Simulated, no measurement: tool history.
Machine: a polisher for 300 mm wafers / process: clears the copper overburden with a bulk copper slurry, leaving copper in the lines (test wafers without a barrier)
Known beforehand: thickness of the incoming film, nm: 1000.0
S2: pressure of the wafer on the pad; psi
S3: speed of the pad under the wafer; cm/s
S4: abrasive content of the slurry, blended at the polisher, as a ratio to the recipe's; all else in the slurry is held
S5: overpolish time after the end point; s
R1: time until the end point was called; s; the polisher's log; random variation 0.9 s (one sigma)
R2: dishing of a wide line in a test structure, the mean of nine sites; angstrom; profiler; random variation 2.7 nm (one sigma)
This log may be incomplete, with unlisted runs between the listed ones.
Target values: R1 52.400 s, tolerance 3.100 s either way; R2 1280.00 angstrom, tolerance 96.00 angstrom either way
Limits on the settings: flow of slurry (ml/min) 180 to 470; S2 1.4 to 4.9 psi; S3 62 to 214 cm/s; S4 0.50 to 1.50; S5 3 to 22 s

{"run": 1, "hour": 0.0, "flow of slurry (ml/min)": 300, "S2": 3.1, "S3": 138, "S4": 1.0, "S5": 11, "R1": 65.723, "R2": 790.19}
{"run": 2, "hour": 4.0, "flow of slurry (ml/min)": 300, "S2": 3.2, "S3": 138, "S4": 1.0, "S5": 12, "R1": 66.062, "R2": 854.35}
{"run": 3, "hour": 10.6, "flow of slurry (ml/min)": 300, "S2": 3.3, "S3": 138, "S4": 1.0, "S5": 13, "R1": 63.257, "R2": 912.68}
{"run": 4, "hour": 12.2, "flow of slurry (ml/min)": 300, "S2": 3.4, "S3": 138, "S4": 1.0, "S5": 14, "R1": 60.517, "R2": 968.61}
{"run": 5, "hour": 19.2, "flow of slurry (ml/min)": 300, "S2": 3.5, "S3": 138, "S4": 1.0, "S5": 15, "R1": 59.953, "R2": 1008.7}
{"run": 6, "hour": 24.5, "flow of slurry (ml/min)": 300, "S2": 3.6, "S3": 138, "S4": 1.0, "S5": 16, "R1": 56.465, "R2": 1059.8}
{"run": 7, "hour": 27.5, "flow of slurry (ml/min)": 300, "S2": 3.6, "S3": 138, "S4": 1.0, "S5": 17, "R1": 57.67, "R2": 1067.3}
{"hour": 35.1, "done": "slurry blender recalibrated"}
{"run": 8, "hour": 35.1, "flow of slurry (ml/min)": 300, "S2": 3.6, "S3": 138, "S4": 1.0, "S5": 18, "R1": 55.024, "R2": 1137.9}

Below are 5 possible settings for the next run. Only one of them brings all results inside the allowed miss of their targets. Which is it?
{"run": "A", "hour": 42.7, "flow of slurry (ml/min)": 320, "S2": 3.1, "S3": 164, "S4": 0.9, "S5": 13, "R1": "?", "R2": "?"}
{"run": "B", "hour": 42.7, "flow of slurry (ml/min)": 310, "S2": 3.8, "S3": 132, "S4": 1.0, "S5": 21, "R1": "?", "R2": "?"}
{"run": "C", "hour": 42.7, "flow of slurry (ml/min)": 305, "S2": 3.6, "S3": 168, "S4": 1.15, "S5": 13, "R1": "?", "R2": "?"}
{"run": "D", "hour": 42.7, "flow of slurry (ml/min)": 265, "S2": 4.4, "S3": 114, "S4": 1.05, "S5": 13, "R1": "?", "R2": "?"}
{"run": "E", "hour": 42.7, "flow of slurry (ml/min)": 345, "S2": 3.7, "S3": 160, "S4": 0.95, "S5": 11, "R1": "?", "R2": "?"}

move=A R1=54.105 R2=975.90
move=B R1=53.993 R2=1236.30
move=C R1=44.001 R2=1105.90
move=D R1=54.268 R2=1045.70
move=E R1=45.955 R2=1011.60
A: its largest miss is bigger than the last run's
B: every result within its allowed miss
C: its largest miss is bigger than the last run's
D: its largest miss is bigger than the last run's
E: its largest miss is bigger than the last run's
B is the move that brings every result within its allowed miss.

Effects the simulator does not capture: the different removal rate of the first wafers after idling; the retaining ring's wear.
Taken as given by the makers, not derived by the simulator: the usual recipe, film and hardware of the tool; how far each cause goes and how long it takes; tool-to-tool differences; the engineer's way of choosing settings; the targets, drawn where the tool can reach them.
